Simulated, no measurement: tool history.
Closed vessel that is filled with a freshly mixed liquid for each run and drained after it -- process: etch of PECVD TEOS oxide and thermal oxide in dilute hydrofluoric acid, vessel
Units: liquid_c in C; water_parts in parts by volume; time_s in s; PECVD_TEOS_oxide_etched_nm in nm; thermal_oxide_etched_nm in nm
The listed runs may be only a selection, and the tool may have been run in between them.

run  hour  liquid_c  water_parts  time_s  PECVD_TEOS_oxide_etched_nm  thermal_oxide_etched_nm
  1     0        26           60      60                      24.358                   4.6651
  2   3.6        26           60      75                      30.627                   5.8404
  3  10.7        26           70      75                      25.894                   4.9796
  4  16.5        25           75      75                      23.033                   4.4297
  5  21.6        24           80      75                      20.539                   3.9421
  6  24.6        22           80      75                      18.958                   3.5769

Run 7 comes next. What will it give?
  7  26.1      21.5           85      75                           ?                        ?

Run 7 came out at PECVD_TEOS_oxide_etched_nm 17.51 nm, thermal_oxide_etched_nm 3.2489 nm.

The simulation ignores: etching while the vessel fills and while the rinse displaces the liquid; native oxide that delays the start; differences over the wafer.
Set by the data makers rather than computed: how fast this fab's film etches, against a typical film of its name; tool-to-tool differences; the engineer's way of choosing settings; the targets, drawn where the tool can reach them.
